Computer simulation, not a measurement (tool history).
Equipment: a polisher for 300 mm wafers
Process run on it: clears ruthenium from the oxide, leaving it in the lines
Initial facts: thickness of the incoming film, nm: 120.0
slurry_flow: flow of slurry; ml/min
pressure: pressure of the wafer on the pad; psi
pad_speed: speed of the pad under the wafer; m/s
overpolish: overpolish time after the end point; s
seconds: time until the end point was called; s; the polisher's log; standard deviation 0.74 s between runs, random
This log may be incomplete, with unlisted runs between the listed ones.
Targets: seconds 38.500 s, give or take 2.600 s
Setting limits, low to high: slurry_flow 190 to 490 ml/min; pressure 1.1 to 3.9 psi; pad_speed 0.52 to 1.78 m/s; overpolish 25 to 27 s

run  hour  slurry_flow  pressure  pad_speed  overpolish  seconds
  1   0.0          315       2.5       1.14          25   70.168
  2   5.9          315       2.5       1.14          27   69.469
  3  10.8          315       2.9       1.18          27   61.151
  4  18.8          375       2.9       1.18          27   60.129
  5  22.7          410       2.9       1.18          27   57.761
  6  24.6          410       2.9       1.30          27   55.075
  7  28.6          415       3.6       1.40          27   42.923
  8  36.4          415       3.7       1.42          27   43.438

Consider the 4 candidate settings below. Which is the only one whose results all fall within their allowed miss of target?
  A  44.2          385       3.7       1.36          27        ?
  B  44.2          435       3.9       1.46          27        ?
  C  44.2          395       3.4       1.42          27        ?
  D  44.2          460       3.6       1.24          26        ?

move  seconds
   A   43.246
   B   38.946
   C   44.903
   D   46.687
A: about the same distance from the targets as the last run
B: all results land within tolerance of their targets
C: moves away from the targets compared with the last run
D: moves away from the targets compared with the last run
B is the move that brings every result within its allowed miss.
